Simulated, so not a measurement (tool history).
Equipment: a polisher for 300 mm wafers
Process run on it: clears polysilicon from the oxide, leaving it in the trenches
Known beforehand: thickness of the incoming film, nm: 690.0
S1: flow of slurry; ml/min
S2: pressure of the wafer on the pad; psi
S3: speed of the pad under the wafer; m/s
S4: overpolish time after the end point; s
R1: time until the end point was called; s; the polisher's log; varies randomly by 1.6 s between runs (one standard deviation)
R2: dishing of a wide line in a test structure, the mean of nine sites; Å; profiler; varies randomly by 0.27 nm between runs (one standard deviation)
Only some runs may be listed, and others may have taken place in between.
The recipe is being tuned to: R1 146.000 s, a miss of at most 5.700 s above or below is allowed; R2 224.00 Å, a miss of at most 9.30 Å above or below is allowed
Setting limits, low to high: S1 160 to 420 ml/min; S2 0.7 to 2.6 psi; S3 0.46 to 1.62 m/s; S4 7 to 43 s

run 1 hour=0.0 | S1=270 S2=1.6 S3=1.04 S4=22 | R1=94.151 R2=343.49
run 2 hour=7.2 | S1=275 S2=1.4 S3=1.04 S4=18 | R1=109.650 R2=340.01
run 3 hour=10.2 | S1=275 S2=1.4 S3=1.24 S4=18 | R1=90.299 R2=337.25
run 4 hour=15.2 | S1=240 S2=1.2 S3=1.26 S4=15 | R1=103.550 R2=324.96
run 5 hour=22.5 | S1=180 S2=1.2 S3=1.26 S4=15 | R1=110.820 R2=329.79
run 6 hour=25.2 | S1=250 S2=1.1 S3=1.20 S4=13 | R1=122.970 R2=309.67
run 7 hour=33.7 | S1=300 S2=1.0 S3=1.22 S4=11 | R1=126.010 R2=295.39
run 8 hour=36.7 | S1=335 S2=0.9 S3=1.22 S4=10 | R1=137.020 R2=272.37
run 9 hour=40.4 | S1=360 S2=0.8 S3=1.24 S4=9 | R1=151.400 R2=249.65
run 10 hour=41.1 | S1=375 S2=0.8 S3=1.26 S4=8 | R1=150.500 R2=239.28
run 11 hour=42.5 | S1=385 S2=0.8 S3=1.26 S4=8 | R1=149.910 R2=241.18
run 12 hour=47.7 | S1=395 S2=0.8 S3=1.28 S4=8 | R1=145.170 R2=240.37
run 13 hour=56.2 | S1=400 S2=0.8 S3=1.30 S4=8 | R1=142.810 R2=240.91

Exercise: of the 4 proposed moves below, exactly one satisfies all targets within the stated allowed misses. Which move is it?
run A hour=64.7 | S1=420 S2=0.8 S3=1.38 S4=7 | R1=? R2=?
run B hour=64.7 | S1=390 S2=0.9 S3=1.24 S4=7 | R1=? R2=?
run C hour=64.7 | S1=420 S2=0.7 S3=1.44 S4=7 | R1=? R2=?
run D hour=64.7 | S1=365 S2=0.8 S3=1.30 S4=12 | R1=? R2=?

move=A R1=132.450 R2=234.70
move=B R1=132.220 R2=234.92
move=C R1=144.010 R2=224.15
move=D R1=141.830 R2=289.23
A: misses by more than the last run did
B: misses by more than the last run did
C: meets every target
D: misses by more than the last run did
Answer: C

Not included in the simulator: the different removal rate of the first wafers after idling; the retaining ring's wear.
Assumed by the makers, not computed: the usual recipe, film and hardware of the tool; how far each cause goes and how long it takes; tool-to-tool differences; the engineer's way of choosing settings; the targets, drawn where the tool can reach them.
